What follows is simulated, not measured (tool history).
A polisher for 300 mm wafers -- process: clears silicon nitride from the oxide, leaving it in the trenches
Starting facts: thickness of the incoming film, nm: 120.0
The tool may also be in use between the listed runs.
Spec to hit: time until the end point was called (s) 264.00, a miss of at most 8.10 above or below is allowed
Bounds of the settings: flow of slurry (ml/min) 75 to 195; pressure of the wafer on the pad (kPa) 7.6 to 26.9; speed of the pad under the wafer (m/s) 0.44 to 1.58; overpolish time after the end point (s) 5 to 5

run	hour	flow of slurry (ml/min)	pressure of the wafer on the pad (kPa)	speed of the pad under the wafer (m/s)	overpolish time after the end point (s)	time until the end point was called (s)
1	0.0	125	17.2	1.00	5	143.26
2	7.5	120	15.9	1.00	5	156.68
3	14.9	115	15.2	1.00	5	162.24
4	15.7	115	14.5	1.00	5	167.57
5	22.9	100	14.5	1.00	5	173.23
6	28.6	100	13.8	1.00	5	179.21
7	33.5	100	13.1	1.00	5	188.07
8	37.6	100	12.4	1.00	5	196.77
9	44.6	100	11.7	1.00	5	198.27
10	45.9	100	11.0	1.00	5	211.55
11	47.0	100	10.3	1.00	5	222.74
12	49.7	100	9.0	1.00	5	244.58

Below are 5 possible settings for the next run. Only one of them brings all results inside the allowed miss of their targets. Which is it?
A	52.4	115	10.3	0.86	5	?
B	52.4	80	9.0	1.12	5	?
C	52.4	90	12.4	0.70	5	?
D	52.4	110	11.0	0.94	5	?
E	52.4	110	9.0	1.06	5	?

move	time until the end point was called (s)
A	242.88
B	231.68
C	265.07
D	217.22
E	226.56
A: moves away from the targets compared with the last run
B: moves away from the targets compared with the last run
C: every result lands within tolerance
D: moves away from the targets compared with the last run
E: moves away from the targets compared with the last run
C is the move that brings every result within its allowed miss.
